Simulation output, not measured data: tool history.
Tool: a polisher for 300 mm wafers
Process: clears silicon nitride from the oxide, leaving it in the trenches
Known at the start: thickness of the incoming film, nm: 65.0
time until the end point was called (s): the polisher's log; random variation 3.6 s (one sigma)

run    day  flow of slurry (ml/min)  pressure of the wafer on the pad (kPa)  speed of the pad under the wafer (m/s)  overpolish time after the end point (s)  time until the end point was called (s)
  1      0                      260                                    15.2                                    1.22                                       39                                   107.57
  2  0.046                      260                                    11.7                                    1.22                                       39                                   131.94
  3  0.217                      260                                    11.7                                    1.22                                       39                                   136.57
  4  0.567                      260                                    15.2                                    1.22                                       39                                   104.79
  5  0.825                      205                                    15.2                                    1.22                                       39                                   110.43
      1.15  -- worn pad replaced by a new one
  6   1.15                      265                                    15.2                                    1.22                                       39                                   95.207
  7  1.296                      195                                      11                                    0.98                                       39                                   155.78
  8  1.367                      190                                     9.7                                     0.9                                       39                                   198.14

Run 9 comes next. What will it give?
  9  1.496                      190                                       9                                     0.9                                       39                                        ?

{"run 9": {"time until the end point was called (s)": 210.25}}
